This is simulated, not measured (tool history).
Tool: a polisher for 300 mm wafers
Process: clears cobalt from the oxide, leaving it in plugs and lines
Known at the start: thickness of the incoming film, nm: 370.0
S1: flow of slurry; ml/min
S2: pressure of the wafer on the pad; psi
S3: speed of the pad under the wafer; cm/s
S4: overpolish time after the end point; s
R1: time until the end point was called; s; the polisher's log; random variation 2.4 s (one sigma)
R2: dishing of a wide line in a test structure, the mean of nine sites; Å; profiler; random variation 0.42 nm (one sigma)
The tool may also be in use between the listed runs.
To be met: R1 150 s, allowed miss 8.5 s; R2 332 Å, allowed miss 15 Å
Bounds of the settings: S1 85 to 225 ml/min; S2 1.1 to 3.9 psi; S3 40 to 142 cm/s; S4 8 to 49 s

{"run": 1, "hour": 0.0, "S1": 145, "S2": 2.5, "S3": 90, "S4": 25, "R1": 69.146, "R2": 387.63}
{"run": 2, "hour": 5.1, "S1": 125, "S2": 2.5, "S3": 90, "S4": 25, "R1": 70.155, "R2": 382.3}
{"run": 3, "hour": 13.3, "S1": 120, "S2": 2.1, "S3": 84, "S4": 22, "R1": 88.716, "R2": 358.48}
{"run": 4, "hour": 14.6, "S1": 120, "S2": 1.8, "S3": 84, "S4": 22, "R1": 102.41, "R2": 338.79}
{"run": 5, "hour": 16.1, "S1": 135, "S2": 1.8, "S3": 84, "S4": 22, "R1": 100.36, "R2": 343.78}
{"run": 6, "hour": 25.0, "S1": 135, "S2": 1.6, "S3": 82, "S4": 25, "R1": 116.07, "R2": 341.59}
{"run": 7, "hour": 26.7, "S1": 135, "S2": 1.1, "S3": 80, "S4": 26, "R1": 165.98, "R2": 311.5}
{"run": 8, "hour": 34.4, "S1": 135, "S2": 1.3, "S3": 78, "S4": 35, "R1": 147.34, "R2": 355.85}
{"run": 9, "hour": 38.5, "S1": 135, "S2": 1.3, "S3": 78, "S4": 33, "R1": 147.53, "R2": 344.37}

Which of these 5 next moves meets every target?
{"run": "A", "hour": 42.6, "S1": 160, "S2": 1.6, "S3": 64, "S4": 38, "R1": "?", "R2": "?"}
{"run": "B", "hour": 42.6, "S1": 180, "S2": 1.1, "S3": 80, "S4": 47, "R1": "?", "R2": "?"}
{"run": "C", "hour": 42.6, "S1": 100, "S2": 1.5, "S3": 74, "S4": 38, "R1": "?", "R2": "?"}
{"run": "D", "hour": 42.6, "S1": 115, "S2": 2, "S3": 48, "S4": 47, "R1": "?", "R2": "?"}
{"run": "E", "hour": 42.6, "S1": 130, "S2": 1.3, "S3": 78, "S4": 30, "R1": "?", "R2": "?"}

move=A R1=140.9 R2=366.65
move=B R1=158.81 R2=375.21
move=C R1=145.36 R2=363.37
move=D R1=160.54 R2=373.63
move=E R1=147.83 R2=338.23
A: further off than the last run
B: further off than the last run
C: further off than the last run
D: further off than the last run
E: meets every target
Answer: E
